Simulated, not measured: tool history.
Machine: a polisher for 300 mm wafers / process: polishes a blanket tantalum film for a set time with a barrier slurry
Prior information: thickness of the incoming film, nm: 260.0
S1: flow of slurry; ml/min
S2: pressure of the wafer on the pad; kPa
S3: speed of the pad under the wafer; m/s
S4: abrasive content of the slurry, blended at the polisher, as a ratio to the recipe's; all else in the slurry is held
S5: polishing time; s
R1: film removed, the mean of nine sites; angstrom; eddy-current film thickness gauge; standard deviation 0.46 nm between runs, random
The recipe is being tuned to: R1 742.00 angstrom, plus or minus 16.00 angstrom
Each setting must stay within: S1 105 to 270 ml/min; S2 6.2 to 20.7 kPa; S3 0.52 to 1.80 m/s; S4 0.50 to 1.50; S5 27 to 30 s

run 1 hour=0.0 | S1=175 S2=13.1 S3=1.16 S4=1.00 S5=30 | R1=552.67
run 2 hour=6.6 | S1=175 S2=11.0 S3=1.16 S4=1.00 S5=30 | R1=479.27
run 3 hour=11.8 | S1=175 S2=11.0 S3=1.16 S4=1.20 S5=30 | R1=491.42
run 4 hour=19.4 | S1=175 S2=11.0 S3=1.16 S4=1.00 S5=30 | R1=471.45
run 5 hour=24.3 | S1=175 S2=11.0 S3=1.16 S4=1.00 S5=30 | R1=476.11
run 6 hour=26.8 | S1=155 S2=11.0 S3=1.16 S4=1.00 S5=30 | R1=468.92
run 7 hour=29.5 | S1=165 S2=12.4 S3=1.16 S4=1.00 S5=30 | R1=524.06
run 8 hour=30.8 | S1=170 S2=13.8 S3=1.16 S4=1.00 S5=30 | R1=585.78
run 9 hour=35.0 | S1=175 S2=14.5 S3=1.16 S4=1.00 S5=30 | R1=616.68
run 10 hour=35.8 | S1=180 S2=15.2 S3=1.16 S4=1.00 S5=30 | R1=645.02
run 11 hour=37.9 | S1=180 S2=15.9 S3=1.16 S4=1.00 S5=30 | R1=679.45
run 12 hour=41.4 | S1=185 S2=15.9 S3=1.16 S4=1.00 S5=30 | R1=672.47
run 13 hour=50.2 | S1=185 S2=16.5 S3=1.16 S4=1.00 S5=30 | R1=709.10
-- hour=56.7 head pressure recalibrated
run 14 hour=56.7 | S1=185 S2=17.2 S3=1.16 S4=1.00 S5=30 | R1=777.74

Which of these 4 next moves meets every target?
run A hour=63.2 | S1=195 S2=16.5 S3=1.30 S4=0.95 S5=27 | R1=?
run B hour=63.2 | S1=190 S2=17.9 S3=1.24 S4=1.05 S5=27 | R1=?
run C hour=63.2 | S1=185 S2=18.6 S3=1.16 S4=1.00 S5=28 | R1=?
run D hour=63.2 | S1=175 S2=17.2 S3=1.22 S4=1.00 S5=30 | R1=?

move=A R1=744.81
move=B R1=788.70
move=C R1=782.14
move=D R1=810.36
A: every result lands within tolerance
B: misses by more than the last run did
C: misses by more than the last run did
D: misses by more than the last run did
Answer: A
